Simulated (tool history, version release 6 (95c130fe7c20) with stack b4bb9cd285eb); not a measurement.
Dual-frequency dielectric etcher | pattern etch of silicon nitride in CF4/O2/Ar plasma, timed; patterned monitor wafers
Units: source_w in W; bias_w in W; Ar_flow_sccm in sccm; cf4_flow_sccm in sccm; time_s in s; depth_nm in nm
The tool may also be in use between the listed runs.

{"run": 1, "hour": 0.0, "source_w": 500, "bias_w": 56, "Ar_flow_sccm": 137, "cf4_flow_sccm": 108, "time_s": 185.0, "depth_nm": 334.32}
{"run": 2, "hour": 2.2, "source_w": 500, "bias_w": 56, "Ar_flow_sccm": 137, "cf4_flow_sccm": 115, "time_s": 185.0, "depth_nm": 337.65}
{"run": 3, "hour": 5.6, "source_w": 530, "bias_w": 56, "Ar_flow_sccm": 137, "cf4_flow_sccm": 115, "time_s": 185.0, "depth_nm": 353.09}
{"run": 4, "hour": 14.5, "source_w": 530, "bias_w": 63, "Ar_flow_sccm": 137, "cf4_flow_sccm": 115, "time_s": 185.0, "depth_nm": 365.45}
{"run": 5, "hour": 19.3, "source_w": 550, "bias_w": 63, "Ar_flow_sccm": 137, "cf4_flow_sccm": 115, "time_s": 185.0, "depth_nm": 377.33}
{"run": 6, "hour": 26.4, "source_w": 550, "bias_w": 63, "Ar_flow_sccm": 137, "cf4_flow_sccm": 127, "time_s": 185.0, "depth_nm": 380.7}

Run 7 comes next. What will it give?
{"run": 7, "hour": 34.9, "source_w": 560, "bias_w": 63, "Ar_flow_sccm": 137, "cf4_flow_sccm": 127, "time_s": 185.0, "depth_nm": "?"}

{"run 7": {"depth_nm": 387.03}}
